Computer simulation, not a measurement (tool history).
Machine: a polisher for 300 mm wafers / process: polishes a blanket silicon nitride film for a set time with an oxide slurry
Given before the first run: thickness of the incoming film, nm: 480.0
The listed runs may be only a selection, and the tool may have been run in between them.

run    day  flow of slurry (ml/min)  pressure of the wafer on the pad (kPa)  speed of the pad under the wafer (m/s)  abrasive content of the slurry  polishing time (s)  film removed (angstrom)
  1  0.000                      230                                    33.8                                    1.18                            1.00                  53                   312.43
  2  0.304                      230                                    29.6                                    1.10                            1.00                  53                   278.24
  3  0.329                      230                                    36.5                                    1.10                            1.00                  53                   324.63
  4  0.562                      230                                    31.7                                    0.98                            1.00                  53                   278.82
  5  0.712                      230                                    31.7                                    0.98                            1.00                  53                   274.94
  6  1.046                      230                                    35.2                                    0.98                            1.00                  53                   303.18
  7  1.346                      230                                    30.3                                    0.88                            0.95                  52                   238.37

For run 8, what comes out?
  8  1.550                      230                                    26.9                                    0.82                            0.95                  52                        ?

Run 8 produced film removed (angstrom) 209.41.
